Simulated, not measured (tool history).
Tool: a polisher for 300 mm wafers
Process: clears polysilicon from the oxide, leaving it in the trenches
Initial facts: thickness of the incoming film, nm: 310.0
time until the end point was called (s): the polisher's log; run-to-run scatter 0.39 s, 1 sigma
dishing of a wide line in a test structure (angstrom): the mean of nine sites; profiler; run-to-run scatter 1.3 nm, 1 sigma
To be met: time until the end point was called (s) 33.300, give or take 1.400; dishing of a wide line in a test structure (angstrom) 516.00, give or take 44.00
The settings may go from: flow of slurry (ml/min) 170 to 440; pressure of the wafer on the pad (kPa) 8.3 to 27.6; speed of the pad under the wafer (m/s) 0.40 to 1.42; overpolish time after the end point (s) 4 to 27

run  hour  flow of slurry (ml/min)  pressure of the wafer on the pad (kPa)  speed of the pad under the wafer (m/s)  overpolish time after the end point (s)  time until the end point was called (s)  dishing of a wide line in a test structure (angstrom)
  1   0.0                      280                                    17.9                                    0.90                                       14                                   23.402                                                 547.37
  2   6.0                      280                                    17.9                                    1.06                                       14                                   19.898                                                 593.84
  3  12.1                      210                                    17.9                                    1.06                                       14                                   20.517                                                 580.30
  4  18.1                      210                                    15.9                                    1.06                                       13                                   22.514                                                 540.83
  5  25.3                      215                                    14.5                                    1.06                                       15                                   23.743                                                 577.71
  6  28.4                      215                                    13.1                                    1.04                                       14                                   25.195                                                 557.22
  7  33.9                      215                                    11.7                                    1.02                                       14                                   27.558                                                 538.26
  8  41.2                      215                                    11.7                                    1.02                                       14                                   28.359                                                 538.97
  9  42.4                      215                                    11.0                                    1.02                                       14                                   29.064                                                 536.16
 10  47.2                      215                                    10.3                                    1.02                                       14                                   30.499                                                 537.93
 11  54.3                      215                                     9.7                                    1.02                                       14                                   31.060                                                 508.96

Exercise: of the 5 proposed moves below, exactly one satisfies all targets within the stated allowed misses. Which move is it?
  A  61.4                      230                                    10.3                                    1.12                                        9                                        ?                                                      ?
  B  61.4                      170                                    11.7                                    1.02                                       18                                        ?                                                      ?
  C  61.4                      240                                     8.3                                    1.24                                       11                                        ?                                                      ?
  D  61.4                      240                                    11.0                                    0.98                                       15                                        ?                                                      ?
  E  61.4                      170                                     9.7                                    1.00                                       14                                        ?                                                      ?

move  time until the end point was called (s)  dishing of a wide line in a test structure (angstrom)
   A                                   27.711                                                 474.86
   B                                   29.429                                                 567.30
   C                                   28.242                                                 508.07
   D                                   30.229                                                 544.39
   E                                   33.628                                                 519.04
A: the biggest miss grows against the last run
B: the biggest miss grows against the last run
C: the biggest miss grows against the last run
D: the biggest miss grows against the last run
E: every result within its allowed miss
Move E is the one to make.

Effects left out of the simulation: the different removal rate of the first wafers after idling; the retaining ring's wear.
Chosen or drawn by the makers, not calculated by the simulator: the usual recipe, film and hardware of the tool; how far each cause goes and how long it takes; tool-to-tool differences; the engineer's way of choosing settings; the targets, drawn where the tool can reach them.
